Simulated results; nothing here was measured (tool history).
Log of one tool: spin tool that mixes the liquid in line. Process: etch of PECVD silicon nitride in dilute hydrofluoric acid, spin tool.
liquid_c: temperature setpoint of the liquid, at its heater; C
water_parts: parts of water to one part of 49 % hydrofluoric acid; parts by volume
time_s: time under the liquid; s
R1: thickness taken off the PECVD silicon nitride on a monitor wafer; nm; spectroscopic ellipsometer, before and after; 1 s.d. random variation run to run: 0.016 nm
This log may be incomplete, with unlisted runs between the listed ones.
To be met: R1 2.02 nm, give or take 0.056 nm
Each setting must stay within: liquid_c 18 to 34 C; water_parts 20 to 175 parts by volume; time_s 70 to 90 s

run 1 hour=0 | liquid_c=26 water_parts=95 time_s=90 | R1=2.4954
run 2 hour=4.4 | liquid_c=25 water_parts=95 time_s=90 | R1=2.3223
run 3 hour=10.6 | liquid_c=24.5 water_parts=95 time_s=90 | R1=2.268
run 4 hour=12.3 | liquid_c=24.5 water_parts=115 time_s=90 | R1=1.8524
run 5 hour=18.7 | liquid_c=24.5 water_parts=115 time_s=70 | R1=1.4616
run 6 hour=22 | liquid_c=25.5 water_parts=115 time_s=70 | R1=1.5419
run 7 hour=25.6 | liquid_c=27 water_parts=115 time_s=70 | R1=1.6983
run 8 hour=26.9 | liquid_c=28 water_parts=115 time_s=70 | R1=1.7965
run 9 hour=29.9 | liquid_c=28.5 water_parts=115 time_s=70 | R1=1.8588
run 10 hour=33.9 | liquid_c=29 water_parts=115 time_s=70 | R1=1.9306

5 next moves are on the table. One of them brings every result within its allowed miss. Which?
run A hour=37.9 | liquid_c=29 water_parts=140 time_s=80 | R1=?
run B hour=37.9 | liquid_c=27.5 water_parts=110 time_s=70 | R1=?
run C hour=37.9 | liquid_c=28 water_parts=125 time_s=85 | R1=?
run D hour=37.9 | liquid_c=30.5 water_parts=135 time_s=75 | R1=?
run E hour=37.9 | liquid_c=28.5 water_parts=120 time_s=75 | R1=?

move=A R1=1.8295
move=B R1=1.8557
move=C R1=2.0465
move=D R1=1.952
move=E R1=1.9414
A: lands further from the targets than the last run did
B: lands further from the targets than the last run did
C: all results in spec
D: better than the last run, though not everything is in spec
E: better than the last run, though not everything is in spec
Move C is the one to make.
